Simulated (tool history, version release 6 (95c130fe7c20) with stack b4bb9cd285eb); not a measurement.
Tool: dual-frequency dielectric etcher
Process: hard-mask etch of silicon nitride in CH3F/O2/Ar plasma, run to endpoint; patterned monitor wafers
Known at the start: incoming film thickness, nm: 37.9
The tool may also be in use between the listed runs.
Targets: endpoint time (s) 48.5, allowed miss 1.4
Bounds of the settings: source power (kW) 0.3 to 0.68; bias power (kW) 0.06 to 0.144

run,day,source power (kW),bias power (kW),endpoint time (s)
1,0,0.49,0.102,38.257
2,0.062,0.45,0.094,40.849
3,0.333,0.52,0.094,38.356
4,0.388,0.47,0.089,40.701
5,0.408,0.47,0.074,43.991
6,0.542,0.55,0.074,41.413
7,0.712,0.51,0.071,43.271
8,1.075,0.48,0.069,44.843
9,1.433,0.46,0.068,45.466
10,1.588,0.45,0.067,46.585
11,1.788,0.45,0.067,46.261
12,2.071,0.44,0.066,47.002

5 next moves are on the table. One of them brings every result within its allowed miss. Which?
A,2.354,0.45,0.071,?
B,2.354,0.42,0.062,?
C,2.354,0.4,0.086,?
D,2.354,0.48,0.071,?
E,2.354,0.44,0.078,?

move,endpoint time (s)
A,45.545
B,49.026
C,44.312
D,44.475
E,44.383
A: further off than the last run
B: meets every target
C: further off than the last run
D: further off than the last run
E: further off than the last run
Answer: B

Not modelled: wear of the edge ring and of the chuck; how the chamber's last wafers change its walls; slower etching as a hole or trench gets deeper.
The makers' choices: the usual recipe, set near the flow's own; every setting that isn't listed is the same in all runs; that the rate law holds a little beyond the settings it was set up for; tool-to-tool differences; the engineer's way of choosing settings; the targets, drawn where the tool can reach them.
